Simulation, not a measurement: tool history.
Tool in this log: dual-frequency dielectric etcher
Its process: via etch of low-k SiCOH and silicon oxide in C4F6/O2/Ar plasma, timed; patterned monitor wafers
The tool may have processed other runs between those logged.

| run | hour | source power (W) | bias power (W) | etch time (s) | mean etch depth across the wafer (angstrom) |
|---|---|---|---|---|---|
| 1 | 0 | 300 | 218 | 43.5 | 1070.7 |
| 2 | 5.2 | 290 | 213 | 43.5 | 1043.5 |
| 3 | 6.8 | 290 | 241 | 43.5 | 1094.3 |
| 4 | 9.6 | 290 | 270 | 43.5 | 1122.4 |
| 5 | 18.1 | 290 | 270 | 39.5 | 1042.8 |
| 6 | 22.1 | 290 | 270 | 43.5 | 1130.8 |
| 7 | 28.8 | 280 | 262 | 43 | 1079 |
| 8 | 33.7 | 270 | 259 | 43 | 1073.7 |
| 9 | 42.5 | 260 | 252 | 42.5 | 1033.3 |

Run 10, settings as shown, results not yet in. Your forecast:
| 10 | 48.7 | 250 | 248 | 42.5 | ? |

{"run 10": {"mean etch depth across the wafer (angstrom)": 1013.3}}
